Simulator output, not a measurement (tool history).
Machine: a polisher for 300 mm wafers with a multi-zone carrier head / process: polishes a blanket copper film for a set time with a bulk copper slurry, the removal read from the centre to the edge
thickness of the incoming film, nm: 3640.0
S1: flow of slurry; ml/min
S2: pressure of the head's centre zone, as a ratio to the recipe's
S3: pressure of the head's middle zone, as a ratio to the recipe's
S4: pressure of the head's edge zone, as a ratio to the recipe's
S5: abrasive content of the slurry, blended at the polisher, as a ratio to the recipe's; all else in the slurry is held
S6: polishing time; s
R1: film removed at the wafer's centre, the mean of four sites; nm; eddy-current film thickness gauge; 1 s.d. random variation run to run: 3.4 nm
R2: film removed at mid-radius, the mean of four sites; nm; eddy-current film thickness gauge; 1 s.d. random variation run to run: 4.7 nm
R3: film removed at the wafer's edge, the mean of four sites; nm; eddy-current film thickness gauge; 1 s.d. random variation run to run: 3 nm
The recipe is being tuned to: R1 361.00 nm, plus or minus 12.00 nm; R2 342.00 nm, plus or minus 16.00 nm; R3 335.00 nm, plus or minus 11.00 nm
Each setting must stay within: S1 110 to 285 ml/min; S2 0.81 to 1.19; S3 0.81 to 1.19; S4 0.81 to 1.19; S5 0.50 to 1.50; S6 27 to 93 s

run 1 day=0.000 | S1=180 S2=1.00 S3=1.00 S4=1.00 S5=1.00 S6=59 | R1=499.70 R2=514.33 R3=505.60
run 2 day=0.317 | S1=180 S2=1.00 S3=0.98 S4=0.97 S5=0.85 S6=56 | R1=449.43 R2=458.28 R3=443.72
run 3 day=0.358 | S1=180 S2=0.94 S3=0.98 S4=0.97 S5=0.85 S6=56 | R1=426.54 R2=448.39 R3=447.41
run 4 day=0.633 | S1=175 S2=0.95 S3=0.96 S4=0.94 S5=0.75 S6=55 | R1=403.98 R2=407.91 R3=414.01
run 5 day=0.671 | S1=170 S2=0.96 S3=0.96 S4=0.91 S5=0.70 S6=54 | R1=388.55 R2=391.43 R3=387.53
run 6 day=0.746 | S1=170 S2=0.96 S3=0.96 S4=0.91 S5=0.85 S6=54 | R1=417.19 R2=419.81 R3=415.80
run 7 day=1.050 | S1=165 S2=0.97 S3=0.95 S4=0.89 S5=0.75 S6=54 | R1=397.63 R2=390.59 R3=392.48
run 8 day=1.083 | S1=160 S2=0.98 S3=0.95 S4=0.87 S5=0.70 S6=54 | R1=388.81 R2=379.05 R3=377.22
run 9 day=1.338 | S1=130 S2=1.01 S3=0.94 S4=0.81 S5=0.50 S6=53 | R1=323.93 R2=315.21 R3=299.60
run 10 day=1.650 | S1=180 S2=1.00 S3=0.93 S4=0.85 S5=0.50 S6=53 | R1=344.30 R2=328.62 R3=315.62
run 11 day=1.929 | S1=185 S2=1.00 S3=0.93 S4=0.86 S5=0.50 S6=53 | R1=346.28 R2=329.97 R3=324.25
run 12 day=2.117 | S1=185 S2=1.00 S3=0.93 S4=0.86 S5=0.50 S6=53 | R1=351.82 R2=329.66 R3=326.67
run 13 day=2.246 | S1=190 S2=1.00 S3=0.93 S4=0.86 S5=0.50 S6=53 | R1=354.36 R2=327.02 R3=324.90

Which single option among these 4 for the next run brings every result within its allowed miss of target? Just one does.
run A day=2.375 | S1=170 S2=0.99 S3=1.01 S4=0.89 S5=0.60 S6=48 | R1=? R2=? R3=?
run B day=2.375 | S1=200 S2=1.00 S3=0.93 S4=0.86 S5=0.55 S6=52 | R1=? R2=? R3=?
run C day=2.375 | S1=240 S2=0.96 S3=0.88 S4=0.87 S5=0.60 S6=47 | R1=? R2=? R3=?
run D day=2.375 | S1=240 S2=1.08 S3=0.86 S4=0.85 S5=0.55 S6=48 | R1=? R2=? R3=?

move=A R1=332.59 R2=341.57 R3=321.41
move=B R1=361.04 R2=341.55 R3=337.61
move=C R1=334.94 R2=314.66 R3=325.20
move=D R1=370.43 R2=303.11 R3=316.58
A: brings the last run's worst result on target, with another outside its allowed miss
B: every result lands within tolerance
C: further off than the last run
D: further off than the last run
So the answer is move B, the one that meets all the targets.

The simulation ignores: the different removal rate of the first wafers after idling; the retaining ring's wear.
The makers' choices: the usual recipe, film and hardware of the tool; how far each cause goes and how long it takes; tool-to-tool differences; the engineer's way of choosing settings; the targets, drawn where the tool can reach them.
